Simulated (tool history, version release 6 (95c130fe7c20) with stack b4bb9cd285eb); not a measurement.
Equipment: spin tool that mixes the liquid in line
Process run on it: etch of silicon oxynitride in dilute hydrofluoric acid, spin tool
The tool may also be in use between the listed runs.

run,hour,temperature setpoint of the liquid (K),parts of water to one part of 49 % hydrofluoric acid (parts by volume),time under the liquid (s),thickness taken off the silicon oxynitride on a monitor wafer (angstrom)
1,0.0,297.15,50,80,22.954
2,5.3,298.65,45,80,27.267
3,13.3,298.65,45,80,27.494
4,19.7,300.15,45,80,29.636
5,23.0,301.15,45,80,30.959
6,26.1,302.15,45,80,32.400
7,30.7,302.65,45,80,33.840
8,38.2,303.15,45,80,34.290

What does the tool deliver on the next run?
9,43.2,303.65,45,80,?

Run 9 yielded thickness taken off the silicon oxynitride on a monitor wafer (angstrom) 34.981.

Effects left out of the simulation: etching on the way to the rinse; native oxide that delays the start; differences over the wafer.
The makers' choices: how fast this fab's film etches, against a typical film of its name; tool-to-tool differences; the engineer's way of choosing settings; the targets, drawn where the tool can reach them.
